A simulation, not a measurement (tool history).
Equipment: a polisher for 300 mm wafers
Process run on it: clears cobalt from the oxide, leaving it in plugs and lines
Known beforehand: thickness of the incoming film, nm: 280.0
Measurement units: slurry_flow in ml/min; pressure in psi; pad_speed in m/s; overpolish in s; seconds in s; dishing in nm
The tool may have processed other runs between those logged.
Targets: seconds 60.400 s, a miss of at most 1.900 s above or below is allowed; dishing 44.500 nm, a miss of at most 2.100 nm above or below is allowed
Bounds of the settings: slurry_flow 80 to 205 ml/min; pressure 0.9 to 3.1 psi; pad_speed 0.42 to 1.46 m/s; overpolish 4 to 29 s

Run 1, day 0.000: slurry_flow 135 ml/min, pressure 2.0 psi, pad_speed 0.94 m/s, overpolish 15 s. Result: seconds 52.126 s, dishing 39.138 nm.
Run 2, day 0.200: slurry_flow 115 ml/min, pressure 2.0 psi, pad_speed 0.94 m/s, overpolish 15 s. Result: seconds 53.912 s, dishing 38.556 nm.
Run 3, day 0.396: slurry_flow 115 ml/min, pressure 2.0 psi, pad_speed 0.86 m/s, overpolish 15 s. Result: seconds 58.594 s, dishing 37.289 nm.
Run 4, day 0.600: slurry_flow 115 ml/min, pressure 2.0 psi, pad_speed 0.86 m/s, overpolish 16 s. Result: seconds 58.358 s, dishing 37.992 nm.
Run 5, day 0.933: slurry_flow 115 ml/min, pressure 2.0 psi, pad_speed 0.86 m/s, overpolish 17 s. Result: seconds 57.549 s, dishing 39.590 nm.
Run 6, day 1.208: slurry_flow 115 ml/min, pressure 2.0 psi, pad_speed 0.86 m/s, overpolish 18 s. Result: seconds 59.273 s, dishing 40.103 nm.
Run 7, day 1.438: slurry_flow 115 ml/min, pressure 2.0 psi, pad_speed 0.86 m/s, overpolish 19 s. Result: seconds 58.564 s, dishing 41.186 nm.
Run 8, day 1.796: slurry_flow 115 ml/min, pressure 2.0 psi, pad_speed 0.86 m/s, overpolish 20 s. Result: seconds 59.053 s, dishing 41.519 nm.
Run 9, day 2.133: slurry_flow 115 ml/min, pressure 2.0 psi, pad_speed 0.86 m/s, overpolish 21 s. Result: seconds 58.230 s, dishing 42.340 nm.
Run 10, day 2.179: slurry_flow 115 ml/min, pressure 2.0 psi, pad_speed 0.86 m/s, overpolish 22 s. Result: seconds 57.898 s, dishing 43.064 nm.

4 candidate next runs follow, results not yet known. Just one meets every target within its allowed miss. Identify it.
Run A, day 2.225: slurry_flow 145 ml/min, pressure 1.8 psi, pad_speed 0.88 m/s, overpolish 19 s. Result: seconds ?, dishing ?.
Run B, day 2.225: slurry_flow 125 ml/min, pressure 1.8 psi, pad_speed 1.00 m/s, overpolish 23 s. Result: seconds ?, dishing ?.
Run C, day 2.225: slurry_flow 130 ml/min, pressure 2.1 psi, pad_speed 0.76 m/s, overpolish 19 s. Result: seconds ?, dishing ?.
Run D, day 2.225: slurry_flow 95 ml/min, pressure 2.0 psi, pad_speed 0.86 m/s, overpolish 26 s. Result: seconds ?, dishing ?.

move  seconds  dishing
   A   61.771   39.455
   B   56.615   42.928
   C   61.091   39.601
   D   60.766   43.484
A: meets the target for the result that was furthest off, but another lies outside its allowed miss
B: lands further from the targets than the last run did
C: meets the target for the result that was furthest off, but another lies outside its allowed miss
D: all results land within tolerance of their targets
Go with D: it meets all targets.
